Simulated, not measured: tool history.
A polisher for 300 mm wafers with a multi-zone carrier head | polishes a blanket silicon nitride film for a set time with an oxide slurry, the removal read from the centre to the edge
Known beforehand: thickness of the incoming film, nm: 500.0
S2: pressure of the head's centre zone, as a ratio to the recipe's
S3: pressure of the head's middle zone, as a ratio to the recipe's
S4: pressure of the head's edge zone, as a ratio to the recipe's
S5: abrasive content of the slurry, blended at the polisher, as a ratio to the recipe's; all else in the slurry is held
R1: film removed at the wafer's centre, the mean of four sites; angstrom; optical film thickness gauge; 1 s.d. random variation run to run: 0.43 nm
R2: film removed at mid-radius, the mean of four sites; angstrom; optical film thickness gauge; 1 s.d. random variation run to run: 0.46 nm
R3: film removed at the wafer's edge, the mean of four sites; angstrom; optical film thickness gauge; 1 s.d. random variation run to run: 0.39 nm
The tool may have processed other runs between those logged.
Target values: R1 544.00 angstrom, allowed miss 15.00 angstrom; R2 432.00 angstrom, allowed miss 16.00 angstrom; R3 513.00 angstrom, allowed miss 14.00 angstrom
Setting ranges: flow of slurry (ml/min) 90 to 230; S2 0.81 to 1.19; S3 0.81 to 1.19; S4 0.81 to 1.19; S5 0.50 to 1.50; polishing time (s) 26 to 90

{"run": 1, "hour": 0.0, "flow of slurry (ml/min)": 150, "S2": 1.0, "S3": 1.0, "S4": 1.0, "S5": 1.0, "polishing time (s)": 58, "R1": 380.06, "R2": 371.58, "R3": 384.89}
{"run": 2, "hour": 3.4, "flow of slurry (ml/min)": 150, "S2": 1.0, "S3": 1.0, "S4": 1.05, "S5": 1.0, "polishing time (s)": 58, "R1": 382.74, "R2": 375.68, "R3": 385.22}
{"run": 3, "hour": 8.5, "flow of slurry (ml/min)": 130, "S2": 1.0, "S3": 1.0, "S4": 1.05, "S5": 1.0, "polishing time (s)": 58, "R1": 367.67, "R2": 361.54, "R3": 375.8}
{"run": 4, "hour": 10.3, "flow of slurry (ml/min)": 140, "S2": 1.01, "S3": 0.97, "S4": 1.06, "S5": 1.1, "polishing time (s)": 58, "R1": 392.98, "R2": 369.38, "R3": 401.22}
{"run": 5, "hour": 13.3, "flow of slurry (ml/min)": 160, "S2": 1.01, "S3": 0.97, "S4": 1.06, "S5": 1.1, "polishing time (s)": 58, "R1": 400.45, "R2": 387.83, "R3": 408.03}
{"run": 6, "hour": 15.0, "flow of slurry (ml/min)": 160, "S2": 1.01, "S3": 0.97, "S4": 1.15, "S5": 1.1, "polishing time (s)": 58, "R1": 406.19, "R2": 377.42, "R3": 419.71}
{"run": 7, "hour": 23.8, "flow of slurry (ml/min)": 165, "S2": 1.03, "S3": 0.96, "S4": 1.16, "S5": 1.15, "polishing time (s)": 58, "R1": 417.55, "R2": 389.78, "R3": 430.2}
{"run": 8, "hour": 27.4, "flow of slurry (ml/min)": 170, "S2": 1.06, "S3": 0.94, "S4": 1.17, "S5": 1.2, "polishing time (s)": 58, "R1": 444.14, "R2": 391.12, "R3": 442.98}
{"run": 9, "hour": 31.7, "flow of slurry (ml/min)": 175, "S2": 1.07, "S3": 0.93, "S4": 1.17, "S5": 1.25, "polishing time (s)": 58, "R1": 455.63, "R2": 393.61, "R3": 451.06}
{"run": 10, "hour": 37.5, "flow of slurry (ml/min)": 180, "S2": 1.08, "S3": 0.92, "S4": 1.17, "S5": 1.3, "polishing time (s)": 58, "R1": 469.97, "R2": 403.91, "R3": 452.55}

Exactly one of the 5 candidate moves below puts every result within its allowed miss. Which one?
{"run": "A", "hour": 43.3, "flow of slurry (ml/min)": 205, "S2": 1.08, "S3": 1.13, "S4": 0.97, "S5": 1.35, "polishing time (s)": 50, "R1": "?", "R2": "?", "R3": "?"}
{"run": "B", "hour": 43.3, "flow of slurry (ml/min)": 155, "S2": 1.09, "S3": 0.96, "S4": 1.19, "S5": 1.15, "polishing time (s)": 65, "R1": "?", "R2": "?", "R3": "?"}
{"run": "C", "hour": 43.3, "flow of slurry (ml/min)": 175, "S2": 1.16, "S3": 0.88, "S4": 1.17, "S5": 1.25, "polishing time (s)": 69, "R1": "?", "R2": "?", "R3": "?"}
{"run": "D", "hour": 43.3, "flow of slurry (ml/min)": 95, "S2": 1.06, "S3": 0.85, "S4": 1.14, "S5": 1.4, "polishing time (s)": 76, "R1": "?", "R2": "?", "R3": "?"}
{"run": "E", "hour": 43.3, "flow of slurry (ml/min)": 160, "S2": 1.15, "S3": 0.92, "S4": 1.19, "S5": 1.25, "polishing time (s)": 66, "R1": "?", "R2": "?", "R3": "?"}

move=A R1=418.98 R2=415.37 R3=375.70
move=B R1=492.01 R2=425.31 R3=491.70
move=C R1=587.21 R2=443.24 R3=542.52
move=D R1=513.87 R2=422.92 R3=550.89
move=E R1=546.73 R2=432.24 R3=516.78
A: its largest miss is bigger than the last run's
B: nearer the targets than the last run, but a result is still out of spec
C: pushes the last run's worst result past its target
D: nearer the targets than the last run, but a result is still out of spec
E: meets every target
So the answer is move E, the one that meets all the targets.
